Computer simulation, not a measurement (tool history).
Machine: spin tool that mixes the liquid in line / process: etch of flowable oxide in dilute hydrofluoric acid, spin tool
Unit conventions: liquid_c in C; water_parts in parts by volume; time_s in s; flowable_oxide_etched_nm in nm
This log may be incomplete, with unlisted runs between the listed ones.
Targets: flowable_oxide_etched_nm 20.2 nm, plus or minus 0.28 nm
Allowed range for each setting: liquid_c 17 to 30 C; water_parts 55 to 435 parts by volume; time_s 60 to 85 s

run 1 hour=0 | liquid_c=22 water_parts=245 time_s=85 | flowable_oxide_etched_nm=8.962
run 2 hour=3.8 | liquid_c=22 water_parts=245 time_s=85 | flowable_oxide_etched_nm=8.9325
run 3 hour=9.8 | liquid_c=24.5 water_parts=210 time_s=85 | flowable_oxide_etched_nm=11.788
run 4 hour=18.7 | liquid_c=26.5 water_parts=190 time_s=85 | flowable_oxide_etched_nm=14.426
run 5 hour=26.7 | liquid_c=26.5 water_parts=250 time_s=85 | flowable_oxide_etched_nm=10.27
run 6 hour=29.4 | liquid_c=27.5 water_parts=215 time_s=85 | flowable_oxide_etched_nm=12.913
run 7 hour=34.6 | liquid_c=28.5 water_parts=195 time_s=85 | flowable_oxide_etched_nm=14.953
run 8 hour=37.1 | liquid_c=29 water_parts=180 time_s=85 | flowable_oxide_etched_nm=16.814
run 9 hour=40.3 | liquid_c=29.5 water_parts=170 time_s=85 | flowable_oxide_etched_nm=18.398
run 10 hour=42.8 | liquid_c=29.5 water_parts=165 time_s=85 | flowable_oxide_etched_nm=19.034

Exactly one of the 5 candidate moves below puts every result within its allowed miss. Which one?
run A hour=45.3 | liquid_c=30 water_parts=165 time_s=85 | flowable_oxide_etched_nm=?
run B hour=45.3 | liquid_c=28 water_parts=170 time_s=85 | flowable_oxide_etched_nm=?
run C hour=45.3 | liquid_c=29 water_parts=155 time_s=85 | flowable_oxide_etched_nm=?
run D hour=45.3 | liquid_c=26 water_parts=145 time_s=85 | flowable_oxide_etched_nm=?
run E hour=45.3 | liquid_c=29.5 water_parts=120 time_s=60 | flowable_oxide_etched_nm=?

move=A flowable_oxide_etched_nm=19.308
move=B flowable_oxide_etched_nm=17.336
move=C flowable_oxide_etched_nm=20.085
move=D flowable_oxide_etched_nm=19.461
move=E flowable_oxide_etched_nm=19.528
A: moves toward the targets from the last run without getting all of them in spec
B: its largest miss is bigger than the last run's
C: hits every target within its allowed miss
D: moves toward the targets from the last run without getting all of them in spec
E: moves toward the targets from the last run without getting all of them in spec
Correct choice: C, which meets every target

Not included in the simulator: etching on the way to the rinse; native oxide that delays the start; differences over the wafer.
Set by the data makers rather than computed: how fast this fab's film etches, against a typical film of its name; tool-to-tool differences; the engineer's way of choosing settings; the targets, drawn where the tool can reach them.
